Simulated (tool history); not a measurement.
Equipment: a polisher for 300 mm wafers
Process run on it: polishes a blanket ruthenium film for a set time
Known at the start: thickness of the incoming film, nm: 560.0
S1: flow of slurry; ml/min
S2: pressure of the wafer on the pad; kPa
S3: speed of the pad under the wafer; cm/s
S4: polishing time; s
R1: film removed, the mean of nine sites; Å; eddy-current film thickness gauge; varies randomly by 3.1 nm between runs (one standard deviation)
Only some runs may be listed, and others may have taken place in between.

run	hour	S1	S2	S3	S4	R1
1	0.0	255	17.9	118	74	1507.5
2	6.4	255	17.9	128	74	1654.0
3	10.4	255	18.6	128	74	1715.4
4	12.7	255	19.3	128	74	1760.3
5	17.3	215	19.3	128	74	1753.6
6	19.2	215	15.2	128	74	1440.9
7	20.6	215	16.5	128	74	1534.1
8	26.9	215	17.9	128	74	1655.3
9	34.5	215	18.6	128	74	1668.9

Forecast run 10:
10	35.9	215	23.4	134	74	?

Run 10 measured R1 2118.3 Å.

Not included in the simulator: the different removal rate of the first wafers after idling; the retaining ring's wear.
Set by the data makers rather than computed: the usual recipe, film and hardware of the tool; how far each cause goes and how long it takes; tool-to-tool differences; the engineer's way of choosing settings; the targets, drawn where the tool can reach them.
